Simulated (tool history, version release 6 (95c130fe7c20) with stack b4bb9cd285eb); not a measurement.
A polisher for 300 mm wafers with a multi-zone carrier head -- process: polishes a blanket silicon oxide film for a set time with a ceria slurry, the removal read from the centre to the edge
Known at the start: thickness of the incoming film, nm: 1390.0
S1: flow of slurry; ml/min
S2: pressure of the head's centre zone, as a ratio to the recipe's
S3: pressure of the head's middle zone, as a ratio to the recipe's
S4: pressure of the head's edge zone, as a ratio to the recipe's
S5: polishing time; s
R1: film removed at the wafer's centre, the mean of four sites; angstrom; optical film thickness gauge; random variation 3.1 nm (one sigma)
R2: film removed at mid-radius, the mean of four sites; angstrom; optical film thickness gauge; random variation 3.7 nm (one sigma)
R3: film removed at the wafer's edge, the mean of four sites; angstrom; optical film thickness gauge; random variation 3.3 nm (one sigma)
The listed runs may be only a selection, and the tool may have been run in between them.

| run | day | S1 | S2 | S3 | S4 | S5 | R1 | R2 | R3 |
|---|---|---|---|---|---|---|---|---|---|
| 1 | 0 | 240 | 1 | 1 | 1 | 58 | 3363 | 3181.4 | 3207.9 |
| 2 | 0.358 | 240 | 1 | 1 | 0.96 | 58 | 3362.4 | 3174.2 | 3162.5 |
| 3 | 0.546 | 240 | 0.93 | 1 | 0.96 | 58 | 3205.1 | 3218.6 | 3214.8 |
| 4 | 0.7 | 300 | 0.93 | 1 | 0.96 | 58 | 3270.8 | 3241.9 | 3044.4 |
|  | 0.738 | centre zone pressure recalibrated |
| 5 | 0.738 | 300 | 0.91 | 1 | 0.96 | 54 | 2794 | 3043.6 | 2968.1 |
| 6 | 1.046 | 300 | 0.91 | 1.04 | 0.96 | 54 | 2814.8 | 3131.2 | 2951 |
| 7 | 1.371 | 310 | 0.92 | 1.03 | 0.94 | 51 | 2666.8 | 2808.6 | 2780.2 |
| 8 | 1.479 | 330 | 0.93 | 1.07 | 0.91 | 49 | 2580.2 | 2906.1 | 2550.9 |
| 9 | 1.562 | 330 | 0.93 | 1.06 | 0.9 | 48 | 2559.6 | 2829.6 | 2543.2 |
| 10 | 1.767 | 335 | 0.93 | 1.05 | 0.89 | 47 | 2489.5 | 2754.6 | 2483.5 |

What does the tool deliver on the next run?
| 11 | 2.1 | 335 | 0.93 | 1.04 | 0.88 | 46 | ? | ? | ? |

Run 11 produced R1 2447.8 angstrom, R2 2689.2 angstrom, R3 2405.7 angstrom.

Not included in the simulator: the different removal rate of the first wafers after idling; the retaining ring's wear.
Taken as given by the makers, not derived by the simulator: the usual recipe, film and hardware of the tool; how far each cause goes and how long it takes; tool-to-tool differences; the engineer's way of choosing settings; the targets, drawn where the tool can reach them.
